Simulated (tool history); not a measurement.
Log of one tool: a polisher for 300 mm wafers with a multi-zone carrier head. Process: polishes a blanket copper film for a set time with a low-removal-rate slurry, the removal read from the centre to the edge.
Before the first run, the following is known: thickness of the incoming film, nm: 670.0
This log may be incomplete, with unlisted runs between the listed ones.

run  hour  flow of slurry (ml/min)  pressure of the head's centre zone  pressure of the head's middle zone  pressure of the head's edge zone  abrasive content of the slurry  polishing time (s)  film removed at the wafer's centre (Å)  film removed at mid-radius (Å)  film removed at the wafer's edge (Å)
  1     0                      210                                   1                                   1                                 1                               1                  69                                  2196.1                          2170.7                                  2247
  2   2.1                      210                                   1                                   1                                 1                             0.9                  69                                  2182.3                            2125                                2227.3
  3   7.9                      210                                0.97                                   1                                 1                             0.9                  69                                  2131.4                          2133.8                                2190.3
  4   9.7                      210                                0.97                                   1                              1.03                             0.9                  69                                  2103.7                          2120.7                                2175.4
  5  10.8                      210                                0.97                                   1                              1.03                             0.9                  52                                  1579.2                          1621.9                                1681.5
  6  13.8                      210                                0.98                                0.99                              1.05                               1                  56                                  1771.3                          1712.8                                1870.3
  7  18.7                      210                                0.98                                   1                              1.06                             1.1                  59                                  1852.9                          1895.4                                1972.8

Forecast run 8:
  8  21.8                      210                                0.99                                0.99                              1.07                            1.15                  62                                       ?                               ?                                     ?

{"run 8": {"film removed at the wafer's centre (Å)": 1998.6, "film removed at mid-radius (Å)": 2023, "film removed at the wafer's edge (Å)": 2122.5}}

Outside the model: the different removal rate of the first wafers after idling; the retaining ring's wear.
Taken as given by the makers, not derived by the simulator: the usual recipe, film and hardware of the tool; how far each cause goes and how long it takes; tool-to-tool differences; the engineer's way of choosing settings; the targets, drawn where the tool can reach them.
